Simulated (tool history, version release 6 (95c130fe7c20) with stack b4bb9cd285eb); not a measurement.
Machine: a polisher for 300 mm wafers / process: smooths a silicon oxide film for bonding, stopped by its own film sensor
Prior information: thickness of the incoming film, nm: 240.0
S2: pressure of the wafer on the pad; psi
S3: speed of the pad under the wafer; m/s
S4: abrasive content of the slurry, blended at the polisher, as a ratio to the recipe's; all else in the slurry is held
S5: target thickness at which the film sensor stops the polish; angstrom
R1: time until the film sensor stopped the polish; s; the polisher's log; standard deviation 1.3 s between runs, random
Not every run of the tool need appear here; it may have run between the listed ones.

run 1 day=0.000 | flow_of_slurry_(ml/min)=300 S2=2.8 S3=0.80 S4=1.0 S5=1780 | R1=79.422
run 2 day=0.375 | flow_of_slurry_(ml/min)=300 S2=2.8 S3=0.80 S4=1.2 S5=1780 | R1=69.377
run 3 day=0.738 | flow_of_slurry_(ml/min)=300 S2=2.8 S3=0.68 S4=1.2 S5=1780 | R1=81.071
run 4 day=0.871 | flow_of_slurry_(ml/min)=330 S2=2.8 S3=0.68 S4=1.2 S5=1780 | R1=79.515
run 5 day=1.050 | flow_of_slurry_(ml/min)=330 S2=2.8 S3=0.68 S4=1.3 S5=1780 | R1=77.655
run 6 day=1.412 | flow_of_slurry_(ml/min)=330 S2=2.6 S3=0.68 S4=1.3 S5=1780 | R1=81.595
run 7 day=1.733 | flow_of_slurry_(ml/min)=330 S2=2.4 S3=0.68 S4=1.3 S5=1780 | R1=91.325

What will run 8 give?
run 8 day=1.804 | flow_of_slurry_(ml/min)=330 S2=2.3 S3=0.68 S4=1.3 S5=1780 | R1=?

Run 8 produced R1 93.923 s.
